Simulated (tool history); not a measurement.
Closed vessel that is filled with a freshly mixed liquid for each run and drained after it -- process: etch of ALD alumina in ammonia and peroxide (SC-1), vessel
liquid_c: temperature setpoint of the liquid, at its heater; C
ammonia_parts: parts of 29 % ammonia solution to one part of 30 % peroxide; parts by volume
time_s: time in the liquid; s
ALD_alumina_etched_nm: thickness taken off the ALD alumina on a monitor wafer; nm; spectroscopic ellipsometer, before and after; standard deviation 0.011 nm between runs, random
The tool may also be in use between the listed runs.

run  hour  liquid_c  ammonia_parts  time_s  ALD_alumina_etched_nm
  1     0        51            0.9      30                 2.6854
  2   4.4        51            0.9      30                 2.7014
  3   7.9        51           0.65      30                  2.611
  4  14.1        51           0.65      30                 2.6103
  5  20.8      51.5           0.65      30                 2.6795
  6  27.3        52           0.65      30                 2.7724
  7  35.6      52.5           0.65      30                 2.8448
  8  39.8        53           0.65      30                 2.9024

The next listed run, before its measurement:
  9  41.1      53.5           0.65      30                      ?

Run 9 gave ALD_alumina_etched_nm 3.0042 nm.
